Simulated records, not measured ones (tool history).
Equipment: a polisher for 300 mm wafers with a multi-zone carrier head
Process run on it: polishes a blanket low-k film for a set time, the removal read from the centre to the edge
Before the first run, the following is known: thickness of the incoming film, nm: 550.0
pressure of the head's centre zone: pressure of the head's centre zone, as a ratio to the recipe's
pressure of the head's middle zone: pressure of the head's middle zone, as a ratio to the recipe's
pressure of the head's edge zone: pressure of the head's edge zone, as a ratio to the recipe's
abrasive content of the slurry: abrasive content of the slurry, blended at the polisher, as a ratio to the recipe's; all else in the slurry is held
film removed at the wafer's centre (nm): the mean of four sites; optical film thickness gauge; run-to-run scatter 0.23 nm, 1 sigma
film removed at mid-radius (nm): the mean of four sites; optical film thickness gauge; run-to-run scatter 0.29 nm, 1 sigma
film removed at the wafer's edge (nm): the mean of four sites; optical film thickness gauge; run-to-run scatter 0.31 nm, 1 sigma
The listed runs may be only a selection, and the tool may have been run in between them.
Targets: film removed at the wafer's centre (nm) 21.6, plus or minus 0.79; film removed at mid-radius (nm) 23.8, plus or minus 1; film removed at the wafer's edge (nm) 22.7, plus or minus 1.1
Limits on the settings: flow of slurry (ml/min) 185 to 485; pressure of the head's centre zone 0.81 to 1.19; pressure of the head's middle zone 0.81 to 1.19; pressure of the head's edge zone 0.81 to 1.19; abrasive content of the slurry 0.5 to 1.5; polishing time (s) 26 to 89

run  hour  flow of slurry (ml/min)  pressure of the head's centre zone  pressure of the head's middle zone  pressure of the head's edge zone  abrasive content of the slurry  polishing time (s)  film removed at the wafer's centre (nm)  film removed at mid-radius (nm)  film removed at the wafer's edge (nm)
  1     0                      310                                   1                                   1                                 1                               1                  57                                   14.628                           14.878                                 14.785
  2   3.1                      310                                   1                                1.01                              1.01                            1.05                  58                                   15.198                            15.55                                 15.128
  3   5.4                      310                                0.99                                1.01                              1.02                             1.1                  60                                   15.986                           16.424                                 16.424
  4   6.5                      230                                0.99                                1.01                              1.02                             1.1                  60                                   15.726                            15.95                                 15.704
  5  11.3                      230                                0.99                                1.01                               1.1                             1.1                  60                                   15.474                           15.787                                 16.493
  6    12                      230                                0.95                                1.01                               1.1                             1.1                  60                                   15.041                           15.935                                 16.788
  7  12.7                      235                                0.96                                1.03                              1.11                            1.15                  61                                   15.793                           17.012                                 17.306
  8  21.3                      240                                0.97                                1.04                              1.12                             1.2                  62                                   16.349                           17.657                                 17.554
  9  25.5                      245                                0.97                                1.04                              1.12                            1.25                  63                                   16.621                           18.211                                 18.169
 10  27.1                      245                                0.97                                1.04                              1.12                            1.25                  63                                   16.673                           18.475                                 18.313
 11  33.4                      245                                0.98                                1.04                              1.12                             1.3                  64                                   17.446                           19.159                                 18.576
 12  35.3                      245                                0.98                                1.04                              1.12                             1.3                  64                                   17.549                           19.083                                 19.228
 13  44.2                      245                                0.99                                1.05                              1.12                             1.3                  65                                   18.193                            19.48                                 19.223

Which one of the following 4 next-run settings gets every result inside its allowed miss? There is exactly one.
  A  53.1                      375                                0.86                                1.06                              1.19                            1.15                  61                                        ?                                ?                                      ?
  B  53.1                      235                                1.02                                 1.1                              1.08                             1.2                  51                                        ?                                ?                                      ?
  C  53.1                      240                                0.97                                1.08                              1.07                             1.2                  81                                        ?                                ?                                      ?
  D  53.1                      185                                1.07                                1.03                              1.05                             1.1                  84                                        ?                                ?                                      ?

move  film removed at the wafer's centre (nm)  film removed at mid-radius (nm)  film removed at the wafer's edge (nm)
   A                                   14.706                           18.033                                  17.83
   B                                   14.441                           15.415                                 14.149
   C                                    21.83                           24.138                                 22.396
   D                                   23.674                           22.809                                 21.939
A: the biggest miss grows against the last run
B: the biggest miss grows against the last run
C: all results in spec
D: brings the last run's worst result on target, with another outside its allowed miss
Move C is the one to make.
